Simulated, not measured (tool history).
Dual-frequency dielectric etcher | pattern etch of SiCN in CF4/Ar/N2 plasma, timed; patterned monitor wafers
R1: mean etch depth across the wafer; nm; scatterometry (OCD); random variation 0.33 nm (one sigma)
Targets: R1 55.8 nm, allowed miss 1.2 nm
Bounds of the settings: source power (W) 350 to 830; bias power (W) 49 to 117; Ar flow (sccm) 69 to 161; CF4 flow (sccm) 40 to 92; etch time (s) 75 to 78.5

{"run": 1, "hour": 0.0, "source power (W)": 590, "bias power (W)": 83, "Ar flow (sccm)": 115, "CF4 flow (sccm)": 66, "etch time (s)": 75, "R1": 89.076}
{"run": 2, "hour": 3.1, "source power (W)": 550, "bias power (W)": 79, "Ar flow (sccm)": 117, "CF4 flow (sccm)": 65, "etch time (s)": 75, "R1": 81.638}
{"run": 3, "hour": 4.7, "source power (W)": 550, "bias power (W)": 79, "Ar flow (sccm)": 117, "CF4 flow (sccm)": 65, "etch time (s)": 75, "R1": 81.978}
{"run": 4, "hour": 7.2, "source power (W)": 520, "bias power (W)": 76, "Ar flow (sccm)": 118, "CF4 flow (sccm)": 65, "etch time (s)": 75, "R1": 75.783}
{"run": 5, "hour": 15.2, "source power (W)": 520, "bias power (W)": 76, "Ar flow (sccm)": 109, "CF4 flow (sccm)": 65, "etch time (s)": 75, "R1": 77.091}
{"run": 6, "hour": 16.3, "source power (W)": 580, "bias power (W)": 76, "Ar flow (sccm)": 109, "CF4 flow (sccm)": 65, "etch time (s)": 75, "R1": 84.431}
{"run": 7, "hour": 19.8, "source power (W)": 540, "bias power (W)": 74, "Ar flow (sccm)": 110, "CF4 flow (sccm)": 65, "etch time (s)": 75, "R1": 78.514}
{"run": 8, "hour": 25.4, "source power (W)": 510, "bias power (W)": 73, "Ar flow (sccm)": 110, "CF4 flow (sccm)": 65, "etch time (s)": 75, "R1": 74.258}
{"run": 9, "hour": 26.7, "source power (W)": 480, "bias power (W)": 72, "Ar flow (sccm)": 110, "CF4 flow (sccm)": 65, "etch time (s)": 75, "R1": 70.63}
{"run": 10, "hour": 33.4, "source power (W)": 460, "bias power (W)": 71, "Ar flow (sccm)": 110, "CF4 flow (sccm)": 65, "etch time (s)": 75, "R1": 67.242}
{"run": 11, "hour": 35.2, "source power (W)": 440, "bias power (W)": 71, "Ar flow (sccm)": 110, "CF4 flow (sccm)": 65, "etch time (s)": 75, "R1": 64.332}
{"run": 12, "hour": 40.0, "source power (W)": 430, "bias power (W)": 71, "Ar flow (sccm)": 110, "CF4 flow (sccm)": 65, "etch time (s)": 75, "R1": 63.733}
{"run": 13, "hour": 40.7, "source power (W)": 420, "bias power (W)": 71, "Ar flow (sccm)": 110, "CF4 flow (sccm)": 65, "etch time (s)": 75, "R1": 62.182}

5 next moves are on the table. One of them brings every result within its allowed miss. Which?
{"run": "A", "hour": 41.4, "source power (W)": 430, "bias power (W)": 66, "Ar flow (sccm)": 117, "CF4 flow (sccm)": 60, "etch time (s)": 75, "R1": "?"}
{"run": "B", "hour": 41.4, "source power (W)": 380, "bias power (W)": 76, "Ar flow (sccm)": 136, "CF4 flow (sccm)": 77, "etch time (s)": 75, "R1": "?"}
{"run": "C", "hour": 41.4, "source power (W)": 400, "bias power (W)": 63, "Ar flow (sccm)": 116, "CF4 flow (sccm)": 67, "etch time (s)": 75, "R1": "?"}
{"run": "D", "hour": 41.4, "source power (W)": 380, "bias power (W)": 73, "Ar flow (sccm)": 116, "CF4 flow (sccm)": 62, "etch time (s)": 77, "R1": "?"}
{"run": "E", "hour": 41.4, "source power (W)": 380, "bias power (W)": 81, "Ar flow (sccm)": 119, "CF4 flow (sccm)": 67, "etch time (s)": 75.5, "R1": "?"}

move=A R1=60.196
move=B R1=58.181
move=C R1=56.515
move=D R1=58.177
move=E R1=60.077
A: nearer than the last run, and not there yet
B: nearer than the last run, and not there yet
C: meets every target
D: nearer than the last run, and not there yet
E: nearer than the last run, and not there yet
The right move is C.
